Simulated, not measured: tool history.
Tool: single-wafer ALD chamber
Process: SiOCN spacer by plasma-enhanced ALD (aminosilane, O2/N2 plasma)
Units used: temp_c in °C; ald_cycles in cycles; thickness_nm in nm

Run 1, day 0.000: temp_c 415 °C, ald_cycles 97 cycles. Result: thickness_nm 5.4895 nm.
Run 2, day 0.062: temp_c 414 °C, ald_cycles 100 cycles. Result: thickness_nm 5.6562 nm.
Run 3, day 0.242: temp_c 413 °C, ald_cycles 103 cycles. Result: thickness_nm 5.8724 nm.
Run 4, day 0.479: temp_c 413 °C, ald_cycles 90 cycles. Result: thickness_nm 5.1258 nm.
Run 5, day 0.792: temp_c 413 °C, ald_cycles 100 cycles. Result: thickness_nm 5.7367 nm.
Run 6, day 1.033: temp_c 413 °C, ald_cycles 113 cycles. Result: thickness_nm 6.4010 nm.
Run 7, day 1.258: temp_c 412 °C, ald_cycles 114 cycles. Result: thickness_nm 6.4998 nm.
Run 8, day 1.596: temp_c 411 °C, ald_cycles 115 cycles. Result: thickness_nm 6.5782 nm.
Run 9, day 1.742: temp_c 411 °C, ald_cycles 115 cycles. Result: thickness_nm 6.5873 nm.
Run 10, day 1.804: temp_c 410 °C, ald_cycles 116 cycles. Result: thickness_nm 6.6493 nm.

Run 11, settings as shown, results not yet in. Your forecast:
Run 11, day 2.117: temp_c 410 °C, ald_cycles 117 cycles. Result: thickness_nm ?.

thickness_nm: 6.7383 nm

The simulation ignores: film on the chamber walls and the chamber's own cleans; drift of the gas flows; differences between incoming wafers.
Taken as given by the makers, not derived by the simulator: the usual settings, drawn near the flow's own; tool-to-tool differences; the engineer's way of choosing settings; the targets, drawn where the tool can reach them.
